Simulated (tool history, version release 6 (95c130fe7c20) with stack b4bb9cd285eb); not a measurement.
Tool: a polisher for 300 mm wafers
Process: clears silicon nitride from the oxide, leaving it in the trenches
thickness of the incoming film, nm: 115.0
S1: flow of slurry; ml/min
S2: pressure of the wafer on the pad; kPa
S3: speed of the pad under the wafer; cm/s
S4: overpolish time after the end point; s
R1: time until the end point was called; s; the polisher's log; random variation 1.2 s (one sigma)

Run 1, day 0: S1 265 ml/min, S2 18.6 kPa, S3 96 cm/s, S4 8 s. Result: R1 164.87 s.
Run 2, day 0.204: S1 265 ml/min, S2 19.3 kPa, S3 96 cm/s, S4 8 s. Result: R1 158.19 s.
Run 3, day 0.471: S1 240 ml/min, S2 19.3 kPa, S3 96 cm/s, S4 8 s. Result: R1 158.47 s.
Run 4, day 0.771: S1 240 ml/min, S2 19.3 kPa, S3 112 cm/s, S4 8 s. Result: R1 137.68 s.
Run 5, day 1.112: S1 240 ml/min, S2 20 kPa, S3 112 cm/s, S4 8 s. Result: R1 133.69 s.
Run 6, day 1.421: S1 240 ml/min, S2 20.7 kPa, S3 112 cm/s, S4 8 s. Result: R1 131.03 s.
Run 7, day 1.742: S1 240 ml/min, S2 21.4 kPa, S3 112 cm/s, S4 8 s. Result: R1 123.39 s.
Run 8, day 1.883: S1 240 ml/min, S2 22.1 kPa, S3 112 cm/s, S4 8 s. Result: R1 120.62 s.
Run 9, day 2.208: S1 240 ml/min, S2 22.8 kPa, S3 112 cm/s, S4 8 s. Result: R1 118.4 s.
Run 10, day 2.471: S1 240 ml/min, S2 23.4 kPa, S3 112 cm/s, S4 8 s. Result: R1 113.88 s.

Forecast run 11:
Run 11, day 2.608: S1 240 ml/min, S2 24.8 kPa, S3 112 cm/s, S4 8 s. Result: R1 ?.

Run 11 gave R1 108.79 s.
